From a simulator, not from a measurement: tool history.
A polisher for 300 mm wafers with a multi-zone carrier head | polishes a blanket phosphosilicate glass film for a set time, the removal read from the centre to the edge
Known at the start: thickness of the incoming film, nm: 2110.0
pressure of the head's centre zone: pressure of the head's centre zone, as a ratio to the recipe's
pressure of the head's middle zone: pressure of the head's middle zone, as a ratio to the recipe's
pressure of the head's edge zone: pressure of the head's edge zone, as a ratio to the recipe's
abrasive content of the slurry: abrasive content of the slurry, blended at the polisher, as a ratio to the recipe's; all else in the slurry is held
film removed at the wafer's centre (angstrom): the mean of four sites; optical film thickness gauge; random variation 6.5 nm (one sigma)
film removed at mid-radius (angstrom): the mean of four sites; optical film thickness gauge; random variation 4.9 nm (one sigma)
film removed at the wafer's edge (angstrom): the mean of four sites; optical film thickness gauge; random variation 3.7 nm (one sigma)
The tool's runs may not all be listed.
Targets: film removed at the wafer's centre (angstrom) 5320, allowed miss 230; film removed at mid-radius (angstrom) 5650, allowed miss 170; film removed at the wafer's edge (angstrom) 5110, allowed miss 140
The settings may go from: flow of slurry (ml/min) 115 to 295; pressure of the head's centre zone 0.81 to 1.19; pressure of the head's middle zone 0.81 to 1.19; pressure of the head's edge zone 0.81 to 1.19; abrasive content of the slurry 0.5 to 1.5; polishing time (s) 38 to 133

| run | hour | flow of slurry (ml/min) | pressure of the head's centre zone | pressure of the head's middle zone | pressure of the head's edge zone | abrasive content of the slurry | polishing time (s) | film removed at the wafer's centre (angstrom) | film removed at mid-radius (angstrom) | film removed at the wafer's edge (angstrom) |
|---|---|---|---|---|---|---|---|---|---|---|
| 1 | 0 | 190 | 1 | 1 | 1 | 1 | 85 | 3597.7 | 3590.8 | 3588.7 |
| 2 | 4.4 | 195 | 1.01 | 1.02 | 1.02 | 1.05 | 85 | 3799.8 | 3766.4 | 3768.7 |
| 3 | 6.6 | 195 | 1.01 | 1.02 | 1.02 | 1.05 | 105 | 4572 | 4606 | 4596.4 |
| 4 | 9.6 | 195 | 1.01 | 1.02 | 1.02 | 0.9 | 105 | 4238.2 | 4153.2 | 4168.3 |
| 5 | 17.7 | 195 | 1.01 | 1.05 | 1.02 | 0.9 | 105 | 4219.8 | 4202.8 | 4137.5 |
| 6 | 21.4 | 200 | 1.01 | 1.07 | 1.02 | 0.95 | 105 | 4365.3 | 4394 | 4282.8 |
| 7 | 22 | 205 | 1.01 | 1.08 | 1.02 | 1 | 105 | 4602.6 | 4670.6 | 4557.2 |
| 8 | 25.2 | 215 | 1.01 | 1.1 | 1.01 | 1 | 105 | 4714 | 4773.9 | 4517.9 |
| 9 | 33.9 | 225 | 1.01 | 1.11 | 1.01 | 1 | 105 | 4552.1 | 4811.4 | 4503.1 |
| 10 | 38.9 | 230 | 1.02 | 1.12 | 1.02 | 1 | 105 | 4713.2 | 4910.1 | 4565.1 |

Which of these 5 next moves meets every target?
| A | 43.9 | 215 | 0.99 | 1.11 | 1.08 | 1.2 | 110 | ? | ? | ? |
| B | 43.9 | 270 | 0.85 | 1.19 | 0.99 | 1.2 | 112 | ? | ? | ? |
| C | 43.9 | 240 | 1.02 | 1.16 | 1.01 | 1.15 | 107 | ? | ? | ? |
| D | 43.9 | 210 | 1.06 | 1.11 | 1.03 | 1.05 | 112 | ? | ? | ? |
| E | 43.9 | 230 | 1.15 | 1.07 | 1.04 | 0.9 | 127 | ? | ? | ? |

| move | film removed at the wafer's centre (angstrom) | film removed at mid-radius (angstrom) | film removed at the wafer's edge (angstrom) |
|---|---|---|---|
| A | 5258.4 | 5702 | 5430.7 |
| B | 4744.2 | 6260.1 | 5412.6 |
| C | 5236.2 | 5657.8 | 5046 |
| D | 5281.6 | 5346.7 | 4979.8 |
| E | 5910.6 | 5375.6 | 5137.4 |
A: brings the result that was furthest off to its target, and leaves another outside
B: takes the result that was furthest off past its target
C: meets every target
D: nearer than the last run, and not there yet
E: nearer than the last run, and not there yet
Answer: C
